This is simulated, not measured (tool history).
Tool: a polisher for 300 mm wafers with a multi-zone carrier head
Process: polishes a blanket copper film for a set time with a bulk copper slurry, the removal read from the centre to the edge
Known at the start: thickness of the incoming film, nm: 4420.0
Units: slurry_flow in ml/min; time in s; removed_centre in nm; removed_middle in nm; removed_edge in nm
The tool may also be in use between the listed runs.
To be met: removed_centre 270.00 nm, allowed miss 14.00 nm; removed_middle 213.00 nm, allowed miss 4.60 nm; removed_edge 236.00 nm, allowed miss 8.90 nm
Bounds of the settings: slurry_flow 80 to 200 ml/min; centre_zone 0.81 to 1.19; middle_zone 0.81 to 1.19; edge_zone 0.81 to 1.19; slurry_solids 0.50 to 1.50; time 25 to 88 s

run 1 hour=0.0 | slurry_flow=130 centre_zone=1.00 middle_zone=1.00 edge_zone=1.00 slurry_solids=1.00 time=56 | removed_centre=292.44 removed_middle=290.32 removed_edge=294.74
run 2 hour=7.0 | slurry_flow=125 centre_zone=1.01 middle_zone=0.97 edge_zone=0.97 slurry_solids=0.95 time=56 | removed_centre=291.41 removed_middle=278.51 removed_edge=285.05
run 3 hour=9.8 | slurry_flow=120 centre_zone=1.02 middle_zone=0.94 edge_zone=0.95 slurry_solids=0.90 time=56 | removed_centre=298.19 removed_middle=270.92 removed_edge=272.40
run 4 hour=18.7 | slurry_flow=115 centre_zone=1.02 middle_zone=0.92 edge_zone=0.96 slurry_solids=0.85 time=56 | removed_centre=282.14 removed_middle=257.38 removed_edge=278.45
run 5 hour=25.3 | slurry_flow=110 centre_zone=1.03 middle_zone=0.90 edge_zone=0.94 slurry_solids=0.80 time=56 | removed_centre=275.08 removed_middle=246.46 removed_edge=264.65
run 6 hour=30.6 | slurry_flow=105 centre_zone=1.04 middle_zone=0.88 edge_zone=0.93 slurry_solids=0.80 time=56 | removed_centre=274.23 removed_middle=241.03 removed_edge=260.60
run 7 hour=32.0 | slurry_flow=85 centre_zone=1.11 middle_zone=0.81 edge_zone=0.86 slurry_solids=0.65 time=55 | removed_centre=254.19 removed_middle=198.82 removed_edge=223.51
run 8 hour=38.3 | slurry_flow=90 centre_zone=1.11 middle_zone=0.81 edge_zone=0.86 slurry_solids=0.65 time=55 | removed_centre=264.59 removed_middle=200.91 removed_edge=230.94
run 9 hour=47.0 | slurry_flow=110 centre_zone=1.08 middle_zone=0.85 edge_zone=0.84 slurry_solids=0.65 time=55 | removed_centre=276.00 removed_middle=224.59 removed_edge=240.61
run 10 hour=55.0 | slurry_flow=105 centre_zone=1.08 middle_zone=0.85 edge_zone=0.84 slurry_solids=0.65 time=55 | removed_centre=270.86 removed_middle=219.85 removed_edge=233.40
run 11 hour=61.8 | slurry_flow=105 centre_zone=1.08 middle_zone=0.85 edge_zone=0.85 slurry_solids=0.65 time=55 | removed_centre=269.45 removed_middle=220.08 removed_edge=231.79
run 12 hour=69.7 | slurry_flow=105 centre_zone=1.08 middle_zone=0.85 edge_zone=0.85 slurry_solids=0.65 time=55 | removed_centre=273.87 removed_middle=220.77 removed_edge=232.28
run 13 hour=77.3 | slurry_flow=90 centre_zone=1.08 middle_zone=0.82 edge_zone=0.90 slurry_solids=0.70 time=55 | removed_centre=259.04 removed_middle=206.33 removed_edge=234.05

4 next moves are on the table. One of them brings every result within its allowed miss. Which?
run A hour=84.9 | slurry_flow=80 centre_zone=0.98 middle_zone=0.83 edge_zone=0.84 slurry_solids=0.80 time=57 | removed_centre=? removed_middle=? removed_edge=?
run B hour=84.9 | slurry_flow=100 centre_zone=1.17 middle_zone=0.91 edge_zone=0.86 slurry_solids=0.75 time=50 | removed_centre=? removed_middle=? removed_edge=?
run C hour=84.9 | slurry_flow=100 centre_zone=1.08 middle_zone=0.82 edge_zone=0.87 slurry_solids=0.65 time=55 | removed_centre=? removed_middle=? removed_edge=?
run D hour=84.9 | slurry_flow=90 centre_zone=1.09 middle_zone=0.85 edge_zone=1.01 slurry_solids=0.75 time=51 | removed_centre=? removed_middle=? removed_edge=?

move=A removed_centre=239.12 removed_middle=211.73 removed_edge=231.73
move=B removed_centre=272.41 removed_middle=213.10 removed_edge=213.98
move=C removed_centre=269.29 removed_middle=211.49 removed_edge=230.64
move=D removed_centre=248.14 removed_middle=199.33 removed_edge=229.84
A: brings the result that was furthest off to its target, and leaves another outside
B: brings the result that was furthest off to its target, and leaves another outside
C: meets every target
D: further off than the last run
The right move is C.

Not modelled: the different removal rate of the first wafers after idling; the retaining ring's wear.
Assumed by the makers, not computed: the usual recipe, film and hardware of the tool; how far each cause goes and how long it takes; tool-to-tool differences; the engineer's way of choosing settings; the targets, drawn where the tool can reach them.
